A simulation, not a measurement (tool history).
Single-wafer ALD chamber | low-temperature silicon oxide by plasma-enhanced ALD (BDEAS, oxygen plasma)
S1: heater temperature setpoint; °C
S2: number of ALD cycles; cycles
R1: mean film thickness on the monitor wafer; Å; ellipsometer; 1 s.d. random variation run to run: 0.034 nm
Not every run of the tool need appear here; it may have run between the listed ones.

| run | day | S1 | S2 | R1 |
|---|---|---|---|---|
| 1 | 0.000 | 90 | 40 | 60.217 |
| 2 | 0.075 | 97 | 40 | 59.125 |
| 3 | 0.154 | 102 | 40 | 57.793 |
| 4 | 0.233 | 101 | 41 | 59.438 |
| 5 | 0.388 | 107 | 41 | 59.062 |
| 6 | 0.696 | 114 | 41 | 58.178 |
| 7 | 0.729 | 106 | 47 | 67.632 |
| 8 | 1.017 | 106 | 48 | 68.933 |

Expected results for the next run?
| 9 | 1.100 | 104 | 51 | ? |

Run 9 came out at R1 73.953 Å.

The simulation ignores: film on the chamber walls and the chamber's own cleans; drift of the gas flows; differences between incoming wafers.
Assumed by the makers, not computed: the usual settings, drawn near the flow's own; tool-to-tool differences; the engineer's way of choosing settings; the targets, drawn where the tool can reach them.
